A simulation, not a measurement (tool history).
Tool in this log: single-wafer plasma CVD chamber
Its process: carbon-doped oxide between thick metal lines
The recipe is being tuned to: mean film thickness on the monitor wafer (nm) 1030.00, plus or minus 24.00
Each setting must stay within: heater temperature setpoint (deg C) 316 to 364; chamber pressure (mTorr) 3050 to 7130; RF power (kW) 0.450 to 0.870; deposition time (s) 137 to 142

| run | day | heater temperature setpoint (deg C) | chamber pressure (mTorr) | RF power (kW) | deposition time (s) | mean film thickness on the monitor wafer (nm) |
|---|---|---|---|---|---|---|
| 1 | 0.000 | 340 | 5090 | 0.660 | 137 | 814.26 |
| 2 | 0.175 | 339 | 5290 | 0.695 | 138 | 859.91 |
| 3 | 0.333 | 338 | 5520 | 0.715 | 138 | 882.46 |
| 4 | 0.488 | 337 | 5700 | 0.735 | 138 | 902.33 |
| 5 | 0.600 | 345 | 5700 | 0.735 | 138 | 886.71 |
| 6 | 0.775 | 344 | 5880 | 0.755 | 138 | 911.71 |
| 7 | 0.862 | 343 | 6050 | 0.770 | 138 | 928.27 |
|  | 1.025 | RF generator calibrated |
| 8 | 1.025 | 342 | 6190 | 0.785 | 138 | 971.19 |
| 9 | 1.354 | 341 | 6280 | 0.785 | 138 | 977.86 |
| 10 | 1.700 | 340 | 6350 | 0.785 | 138 | 976.32 |

Which of these 5 next moves meets every target?
| A | 2.046 | 329 | 5980 | 0.675 | 142 | ? |
| B | 2.046 | 336 | 6740 | 0.835 | 142 | ? |
| C | 2.046 | 338 | 6610 | 0.840 | 142 | ? |
| D | 2.046 | 347 | 6710 | 0.870 | 137 | ? |
| E | 2.046 | 336 | 6130 | 0.800 | 137 | ? |

| move | mean film thickness on the monitor wafer (nm) |
|---|---|
| A | 928.32 |
| B | 1068.30 |
| C | 1064.20 |
| D | 1025.40 |
| E | 993.49 |
A: misses by more than the last run did
B: carries the result that was furthest off beyond its target, to the other side
C: carries the result that was furthest off beyond its target, to the other side
D: meets every target
E: nearer than the last run, and not there yet
D meets every target.

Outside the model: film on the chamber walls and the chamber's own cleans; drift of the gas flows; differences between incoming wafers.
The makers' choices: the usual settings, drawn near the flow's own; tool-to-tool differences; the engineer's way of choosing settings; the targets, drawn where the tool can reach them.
